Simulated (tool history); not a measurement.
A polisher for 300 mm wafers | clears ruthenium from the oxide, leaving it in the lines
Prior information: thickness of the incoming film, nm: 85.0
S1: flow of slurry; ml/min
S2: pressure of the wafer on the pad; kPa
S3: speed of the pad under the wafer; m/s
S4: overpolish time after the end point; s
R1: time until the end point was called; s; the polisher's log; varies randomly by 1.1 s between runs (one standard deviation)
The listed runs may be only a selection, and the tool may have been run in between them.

Run 1, hour 0.0: S1 120 ml/min, S2 13.1 kPa, S3 0.96 m/s, S4 39 s. Result: R1 79.823 s.
Run 2, hour 4.3: S1 105 ml/min, S2 13.1 kPa, S3 0.96 m/s, S4 39 s. Result: R1 84.781 s.
Run 3, hour 5.5: S1 110 ml/min, S2 13.8 kPa, S3 0.96 m/s, S4 39 s. Result: R1 76.155 s.
Run 4, hour 7.1: S1 110 ml/min, S2 11.7 kPa, S3 0.96 m/s, S4 39 s. Result: R1 88.787 s.
Run 5, hour 7.7: S1 110 ml/min, S2 11.7 kPa, S3 0.96 m/s, S4 39 s. Result: R1 91.331 s.
Run 6, hour 12.7: S1 110 ml/min, S2 11.7 kPa, S3 0.96 m/s, S4 39 s. Result: R1 91.044 s.

Run 7 comes next. What will it give?
Run 7, hour 19.3: S1 110 ml/min, S2 12.4 kPa, S3 0.96 m/s, S4 39 s. Result: R1 ?.

{"run 7": {"R1": 83.409}}

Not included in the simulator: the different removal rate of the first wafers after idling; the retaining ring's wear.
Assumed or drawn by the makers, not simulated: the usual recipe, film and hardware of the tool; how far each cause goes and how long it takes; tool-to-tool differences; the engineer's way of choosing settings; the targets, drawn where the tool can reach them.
